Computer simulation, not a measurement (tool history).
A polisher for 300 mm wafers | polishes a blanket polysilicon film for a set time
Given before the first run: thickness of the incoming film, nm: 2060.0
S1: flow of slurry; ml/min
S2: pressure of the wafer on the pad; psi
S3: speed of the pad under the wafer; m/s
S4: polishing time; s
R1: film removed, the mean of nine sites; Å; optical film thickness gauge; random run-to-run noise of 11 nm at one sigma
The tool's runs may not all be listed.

Run 1, day 0.000: S1 150 ml/min, S2 3.2 psi, S3 0.92 m/s, S4 58 s. Result: R1 5288.6 Å.
Run 2, day 0.208: S1 150 ml/min, S2 3.6 psi, S3 0.92 m/s, S4 58 s. Result: R1 5863.9 Å.
Run 3, day 0.542: S1 150 ml/min, S2 3.9 psi, S3 0.92 m/s, S4 58 s. Result: R1 6482.2 Å.
Run 4, day 0.829: S1 150 ml/min, S2 3.9 psi, S3 0.92 m/s, S4 52 s. Result: R1 5535.5 Å.
At day 1.167: head pressure recalibrated.
Run 5, day 1.167: S1 150 ml/min, S2 3.3 psi, S3 0.92 m/s, S4 52 s. Result: R1 5095.2 Å.
Run 6, day 1.488: S1 175 ml/min, S2 3.3 psi, S3 0.92 m/s, S4 52 s. Result: R1 5372.7 Å.
Run 7, day 1.775: S1 185 ml/min, S2 3.6 psi, S3 0.94 m/s, S4 52 s. Result: R1 6102.6 Å.

Run 8 comes next. What will it give?
Run 8, day 1.929: S1 195 ml/min, S2 3.8 psi, S3 0.94 m/s, S4 52 s. Result: R1 ?.

{"run 8": {"R1": 6219.4}}
